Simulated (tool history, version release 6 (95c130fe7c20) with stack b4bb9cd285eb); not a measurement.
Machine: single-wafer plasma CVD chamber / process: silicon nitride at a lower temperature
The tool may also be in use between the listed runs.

run  hour  heater temperature setpoint (K)  chamber pressure (Pa)  RF power (kW)  deposition time (s)  mean film thickness on the monitor wafer (nm)
  1     0                           638.15                    248           0.39                 31.5                                         50.256
  2   0.7                           629.15                    248           0.39                 31.5                                         50.156
  3   7.6                           629.15                    275          0.405                 31.5                                         53.274
  4  11.4                           629.15                    295           0.41                 31.5                                         54.892
  5  11.9                           629.15                    295           0.41                 30.1                                         52.292
  6  20.3                           629.15                    308          0.425                 30.2                                         54.347
  7  23.4                           629.15                    317          0.435                 30.2                                         55.433

For run 8, what comes out?
  8  28.3                           629.15                    325           0.44                 30.2                                              ?

{"run 8": {"mean film thickness on the monitor wafer (nm)": 56.154}}
